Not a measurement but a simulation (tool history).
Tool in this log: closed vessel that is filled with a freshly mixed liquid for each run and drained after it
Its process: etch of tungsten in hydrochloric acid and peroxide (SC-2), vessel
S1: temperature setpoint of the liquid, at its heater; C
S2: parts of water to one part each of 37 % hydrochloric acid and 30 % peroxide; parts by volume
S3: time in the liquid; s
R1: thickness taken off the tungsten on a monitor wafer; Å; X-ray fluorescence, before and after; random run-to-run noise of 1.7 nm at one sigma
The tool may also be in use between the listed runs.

run,hour,S1,S2,S3,R1
1,0,59,8.5,205,718.16
2,7.9,60.5,8.5,205,776.82
3,12.3,60.5,8.5,205,767.63
4,14.8,62,8,205,891.76
5,20.5,57.5,8,205,672.49
6,22.7,52,8,205,468.34
7,29.4,60,6.5,205,923.94
8,34.7,61,6.5,205,990.64
9,41,62,6.5,205,1063.8
10,48.9,63,6.5,205,1142.2
11,55.3,64,6.5,205,1178.8
12,59.9,65,6.5,205,1273.4
13,66.4,65.5,6.5,205,1304.3
14,69,66,6.5,205,1316.3
15,70.7,66.5,6.5,205,1403.8
16,76.3,67,6.5,205,1428.1
17,84.4,67.5,6.5,205,1455.5
18,85.3,68,6.5,205,1512.7
19,92.8,68,6.5,205,1504
20,99.9,68.5,6.5,205,1569.8
21,108.5,69,6.5,205,1616
22,116.4,69.5,6.5,205,1637.5
23,120,70,6.5,205,1714.2

Run 24 comes next. What will it give?
24,128.7,71,6.5,205,?

{"run 24": {"R1": 1788.7}}
